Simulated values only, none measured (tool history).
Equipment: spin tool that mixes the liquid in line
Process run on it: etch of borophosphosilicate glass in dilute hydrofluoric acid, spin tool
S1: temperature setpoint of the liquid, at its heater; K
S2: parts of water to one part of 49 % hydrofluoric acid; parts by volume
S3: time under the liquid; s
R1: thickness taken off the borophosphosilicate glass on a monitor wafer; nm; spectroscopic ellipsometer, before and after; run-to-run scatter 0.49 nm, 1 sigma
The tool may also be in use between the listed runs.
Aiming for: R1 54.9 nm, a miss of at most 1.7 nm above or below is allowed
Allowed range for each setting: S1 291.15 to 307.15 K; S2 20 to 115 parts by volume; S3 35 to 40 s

| run | hour | S1 | S2 | S3 | R1 |
|---|---|---|---|---|---|
| 1 | 0 | 299.15 | 65 | 40 | 32.481 |
| 2 | 3.4 | 295.65 | 65 | 40 | 28.467 |
| 3 | 9.5 | 297.15 | 65 | 40 | 30.536 |
| 4 | 15.6 | 294.15 | 65 | 40 | 26.682 |
| 5 | 21.1 | 295.65 | 65 | 40 | 28.59 |
| 6 | 23.8 | 295.65 | 65 | 40 | 28.543 |
| 7 | 25.6 | 297.15 | 65 | 40 | 30.056 |
| 8 | 26.7 | 298.15 | 65 | 40 | 31.714 |

Next run, 4 choices. One meets every target within its allowed miss, the rest don't. Which?
| A | 27.8 | 300.65 | 40 | 40 | ? |
| B | 27.8 | 302.15 | 35 | 40 | ? |
| C | 27.8 | 302.15 | 45 | 40 | ? |
| D | 27.8 | 299.65 | 30 | 40 | ? |

| move | R1 |
|---|---|
| A | 58.814 |
| B | 71.936 |
| C | 55.106 |
| D | 76.391 |
A: takes the biggest miss from the last run beyond its target
B: takes the biggest miss from the last run beyond its target
C: every result lands within tolerance
D: takes the biggest miss from the last run beyond its target
The right move is C.
